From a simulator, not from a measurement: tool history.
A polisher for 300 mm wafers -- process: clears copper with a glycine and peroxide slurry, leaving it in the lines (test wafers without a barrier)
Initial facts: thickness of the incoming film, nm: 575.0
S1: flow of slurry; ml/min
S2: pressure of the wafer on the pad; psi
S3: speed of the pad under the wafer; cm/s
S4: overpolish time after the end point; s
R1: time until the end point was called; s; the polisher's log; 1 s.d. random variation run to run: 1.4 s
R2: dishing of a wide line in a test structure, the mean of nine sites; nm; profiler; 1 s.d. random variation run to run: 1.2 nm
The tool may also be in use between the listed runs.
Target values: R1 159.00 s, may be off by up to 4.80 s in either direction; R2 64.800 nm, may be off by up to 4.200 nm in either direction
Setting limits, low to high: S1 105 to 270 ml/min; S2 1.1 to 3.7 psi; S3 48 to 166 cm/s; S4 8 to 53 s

run,day,S1,S2,S3,S4,R1,R2
1,0.000,175,2.4,106,27,128.35,75.537
2,0.250,170,2.3,106,27,134.08,69.858
3,0.517,170,2.0,106,27,150.93,63.260
4,0.679,160,2.0,106,29,152.78,69.091
5,0.912,160,2.0,106,40,150.59,84.238
6,1.204,160,2.0,106,39,150.63,84.548
7,1.338,160,2.0,106,39,151.86,85.935
8,1.517,160,2.0,106,38,153.44,84.113

Pick the move, out of 5, that brings all results within their allowed miss; only one does.
A,1.696,130,2.0,114,51,?,?
B,1.696,170,2.5,78,28,?,?
C,1.696,185,2.4,94,21,?,?
D,1.696,160,2.0,98,50,?,?
E,1.696,160,2.4,84,33,?,?

move,R1,R2
A,149.96,101.940
B,158.70,64.396
C,140.68,55.554
D,161.07,96.824
E,156.76,73.986
A: moves away from the targets compared with the last run
B: all results land within tolerance of their targets
C: pushes the last run's worst result past its target
D: moves away from the targets compared with the last run
E: nearer than the last run, and not there yet
B is the move that brings every result within its allowed miss.
